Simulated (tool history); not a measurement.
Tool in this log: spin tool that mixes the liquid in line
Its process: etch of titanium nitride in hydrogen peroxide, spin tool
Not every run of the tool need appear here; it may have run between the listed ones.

run	hour	temperature setpoint of the liquid (K)	concentration of hydrogen peroxide in the mixed liquid (% by weight)	time under the liquid (s)	thickness taken off the titanium nitride on a monitor wafer (angstrom)
1	0	328.15	15.5	90	31.517
2	4.3	328.15	13.5	90	30.308
3	7.9	328.15	16	90	31.561
4	11.9	328.65	16	90	32.785
5	20.8	328.65	14.5	90	31.938
6	25.7	323.15	14.5	90	21.899
7	28	324.15	14.5	90	23.594
8	33.8	325.15	14.5	90	24.853
9	36.8	326.15	14.5	90	26.982

Forecast run 10:
10	37.6	326.15	14.5	90	?

thickness taken off the titanium nitride on a monitor wafer (angstrom): 27.091
